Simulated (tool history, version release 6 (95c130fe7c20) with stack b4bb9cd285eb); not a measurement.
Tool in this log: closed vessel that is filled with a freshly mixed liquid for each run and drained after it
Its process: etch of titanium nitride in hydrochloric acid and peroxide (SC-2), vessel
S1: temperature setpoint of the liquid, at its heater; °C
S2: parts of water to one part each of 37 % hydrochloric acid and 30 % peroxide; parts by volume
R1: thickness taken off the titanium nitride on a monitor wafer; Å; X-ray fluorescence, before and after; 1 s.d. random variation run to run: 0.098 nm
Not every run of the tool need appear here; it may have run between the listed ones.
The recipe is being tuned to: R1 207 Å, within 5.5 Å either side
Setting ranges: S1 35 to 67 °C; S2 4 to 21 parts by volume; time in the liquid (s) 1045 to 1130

Run 1, hour 0: S1 51 °C, S2 11.5 parts by volume, time in the liquid (s) 1045. Result: R1 262.5 Å.
Run 2, hour 6.3: S1 51 °C, S2 11.5 parts by volume, time in the liquid (s) 1045. Result: R1 262.83 Å.
Run 3, hour 8.1: S1 51 °C, S2 11.5 parts by volume, time in the liquid (s) 1130. Result: R1 283.94 Å.
Run 4, hour 10.7: S1 49.5 °C, S2 11.5 parts by volume, time in the liquid (s) 1130. Result: R1 257.21 Å.
Run 5, hour 15.8: S1 49.5 °C, S2 8.5 parts by volume, time in the liquid (s) 1130. Result: R1 331.71 Å.
Run 6, hour 17.3: S1 55.5 °C, S2 8.5 parts by volume, time in the liquid (s) 1130. Result: R1 487.34 Å.
Run 7, hour 20.8: S1 47.5 °C, S2 8.5 parts by volume, time in the liquid (s) 1130. Result: R1 288.35 Å.
Run 8, hour 29.3: S1 47.5 °C, S2 8.5 parts by volume, time in the liquid (s) 1130. Result: R1 288.58 Å.
Run 9, hour 36.9: S1 46 °C, S2 8.5 parts by volume, time in the liquid (s) 1130. Result: R1 258.95 Å.
Run 10, hour 40.3: S1 42 °C, S2 8.5 parts by volume, time in the liquid (s) 1130. Result: R1 198.32 Å.

Of the 5 settings listed for the next run, only one would bring every result within its allowed miss of target. Which one?
Run A, hour 43.7: S1 39.5 °C, S2 6.5 parts by volume, time in the liquid (s) 1045. Result: R1 ?.
Run B, hour 43.7: S1 42.5 °C, S2 9 parts by volume, time in the liquid (s) 1055. Result: R1 ?.
Run C, hour 43.7: S1 46.5 °C, S2 11.5 parts by volume, time in the liquid (s) 1045. Result: R1 ?.
Run D, hour 43.7: S1 40 °C, S2 7 parts by volume, time in the liquid (s) 1075. Result: R1 ?.
Run E, hour 43.7: S1 44.5 °C, S2 9 parts by volume, time in the liquid (s) 1045. Result: R1 ?.

move      R1
   A  189.25
   B  182.44
   C  194.05
   D  190.52
   E  207.63
A: lands further from the targets than the last run did
B: lands further from the targets than the last run did
C: lands further from the targets than the last run did
D: lands further from the targets than the last run did
E: every result lands within tolerance
So the answer is move E, the one that meets all the targets.
